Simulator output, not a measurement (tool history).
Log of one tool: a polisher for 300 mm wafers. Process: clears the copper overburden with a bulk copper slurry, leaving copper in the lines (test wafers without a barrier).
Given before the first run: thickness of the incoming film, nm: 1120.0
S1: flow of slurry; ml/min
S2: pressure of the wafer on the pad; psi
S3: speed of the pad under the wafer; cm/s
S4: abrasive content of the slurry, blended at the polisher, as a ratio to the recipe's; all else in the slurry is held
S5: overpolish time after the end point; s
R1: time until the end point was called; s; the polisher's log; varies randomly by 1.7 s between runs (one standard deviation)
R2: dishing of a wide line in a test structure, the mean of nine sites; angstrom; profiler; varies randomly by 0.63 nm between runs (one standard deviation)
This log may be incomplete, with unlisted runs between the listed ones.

run	hour	S1	S2	S3	S4	S5	R1	R2
1	0	135	3.2	96	1	13	122.53	481.43
2	0.5	135	3	104	1	11	115.26	454.29
3	9.4	135	3	104	1	6	117.28	316.37
4	11.6	135	2.3	104	1	6	149.95	257.41
5	20	135	2.5	106	1	6	133.08	280.61
6	22.3	135	2.5	128	1	6	115.53	308.9
7	25.5	135	2.6	128	1	6	115.85	327.64
8	32.1	145	2.6	128	1.05	6	108.37	327.78
9	38.8	150	2.6	128	1.05	6	109.85	333.53
10	44.1	115	2.9	136	1.05	4	100.52	259.9
11	52.3	120	2.9	136	1.05	4	100.07	257.62
# hour 54.3: slurry blender recalibrated
12	54.3	125	2.9	136	1.05	4	91.815	274.97

For run 13, what comes out?
13	58.9	125	2.8	134	1.05	9	?	?

R1: 98.55 s
R2: 443.88 angstrom

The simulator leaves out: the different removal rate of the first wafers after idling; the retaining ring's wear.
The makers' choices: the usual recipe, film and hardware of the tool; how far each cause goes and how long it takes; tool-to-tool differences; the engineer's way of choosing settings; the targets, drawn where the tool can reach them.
